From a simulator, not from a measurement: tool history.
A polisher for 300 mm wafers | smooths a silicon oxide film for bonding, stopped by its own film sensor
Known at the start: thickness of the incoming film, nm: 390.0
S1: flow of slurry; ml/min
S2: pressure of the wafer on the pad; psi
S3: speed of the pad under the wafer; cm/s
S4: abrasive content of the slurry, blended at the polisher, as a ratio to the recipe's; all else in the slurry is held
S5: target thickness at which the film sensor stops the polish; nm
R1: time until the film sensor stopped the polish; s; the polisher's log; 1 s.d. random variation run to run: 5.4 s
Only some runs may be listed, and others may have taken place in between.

{"run": 1, "hour": 0.0, "S1": 135, "S2": 2.0, "S3": 84, "S4": 1.0, "S5": 310, "R1": 119.95}
{"run": 2, "hour": 3.2, "S1": 135, "S2": 2.0, "S3": 84, "S4": 1.0, "S5": 310, "R1": 126.55}
{"run": 3, "hour": 5.8, "S1": 135, "S2": 2.4, "S3": 84, "S4": 1.0, "S5": 310, "R1": 107.03}
{"run": 4, "hour": 11.8, "S1": 135, "S2": 2.2, "S3": 76, "S4": 1.0, "S5": 310, "R1": 122.78}
{"run": 5, "hour": 12.4, "S1": 135, "S2": 2.2, "S3": 62, "S4": 1.0, "S5": 310, "R1": 148.79}
{"run": 6, "hour": 17.5, "S1": 120, "S2": 2.2, "S3": 62, "S4": 1.0, "S5": 310, "R1": 140.72}

What does the tool deliver on the next run?
{"run": 7, "hour": 23.5, "S1": 120, "S2": 2.0, "S3": 60, "S4": 1.0, "S5": 310, "R1": "?"}

R1: 160.83 s
